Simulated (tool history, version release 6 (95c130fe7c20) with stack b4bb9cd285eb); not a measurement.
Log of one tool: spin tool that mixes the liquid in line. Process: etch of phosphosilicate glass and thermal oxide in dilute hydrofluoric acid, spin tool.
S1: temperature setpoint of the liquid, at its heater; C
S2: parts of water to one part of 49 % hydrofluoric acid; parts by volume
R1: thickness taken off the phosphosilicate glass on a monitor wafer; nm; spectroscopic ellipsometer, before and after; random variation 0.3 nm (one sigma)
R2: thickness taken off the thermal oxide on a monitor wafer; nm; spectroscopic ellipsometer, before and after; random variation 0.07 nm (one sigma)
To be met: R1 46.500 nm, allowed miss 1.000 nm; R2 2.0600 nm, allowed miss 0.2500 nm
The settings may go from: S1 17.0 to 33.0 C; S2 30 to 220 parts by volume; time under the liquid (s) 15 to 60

Run 1, hour 0.0: S1 25.0 C, S2 125 parts by volume, time under the liquid (s) 30. Result: R1 25.430 nm, R2 1.1101 nm.
Run 2, hour 5.1: S1 22.0 C, S2 125 parts by volume, time under the liquid (s) 30. Result: R1 22.523 nm, R2 1.0012 nm.
Run 3, hour 7.6: S1 23.5 C, S2 120 parts by volume, time under the liquid (s) 30. Result: R1 25.157 nm, R2 1.0689 nm.
Run 4, hour 10.7: S1 23.5 C, S2 85 parts by volume, time under the liquid (s) 30. Result: R1 37.075 nm, R2 1.6299 nm.
Run 5, hour 13.9: S1 25.5 C, S2 85 parts by volume, time under the liquid (s) 30. Result: R1 39.689 nm, R2 1.6945 nm.
Run 6, hour 17.4: S1 25.5 C, S2 85 parts by volume, time under the liquid (s) 40. Result: R1 53.042 nm, R2 2.2652 nm.
Run 7, hour 20.1: S1 25.0 C, S2 85 parts by volume, time under the liquid (s) 40. Result: R1 52.539 nm, R2 2.3334 nm.
Run 8, hour 23.8: S1 24.5 C, S2 85 parts by volume, time under the liquid (s) 40. Result: R1 51.670 nm, R2 2.3952 nm.
Run 9, hour 30.3: S1 22.5 C, S2 90 parts by volume, time under the liquid (s) 40. Result: R1 44.637 nm, R2 1.8999 nm.
Run 10, hour 36.0: S1 22.5 C, S2 90 parts by volume, time under the liquid (s) 40. Result: R1 44.479 nm, R2 1.9641 nm.
Run 11, hour 36.8: S1 22.5 C, S2 90 parts by volume, time under the liquid (s) 40. Result: R1 44.840 nm, R2 1.8698 nm.

Which of these 4 next moves meets every target?
Run A, hour 37.6: S1 21.5 C, S2 80 parts by volume, time under the liquid (s) 40. Result: R1 ?, R2 ?.
Run B, hour 37.6: S1 17.0 C, S2 110 parts by volume, time under the liquid (s) 60. Result: R1 ?, R2 ?.
Run C, hour 37.6: S1 23.5 C, S2 80 parts by volume, time under the liquid (s) 35. Result: R1 ?, R2 ?.
Run D, hour 37.6: S1 17.0 C, S2 95 parts by volume, time under the liquid (s) 50. Result: R1 ?, R2 ?.

move      R1      R2
   A  48.871  2.2336
   B  42.789  1.9557
   C  46.392  2.1203
   D  41.934  1.9166
A: takes the result that was furthest off past its target
B: further off than the last run
C: meets every target
D: further off than the last run
Move C is the one to make.

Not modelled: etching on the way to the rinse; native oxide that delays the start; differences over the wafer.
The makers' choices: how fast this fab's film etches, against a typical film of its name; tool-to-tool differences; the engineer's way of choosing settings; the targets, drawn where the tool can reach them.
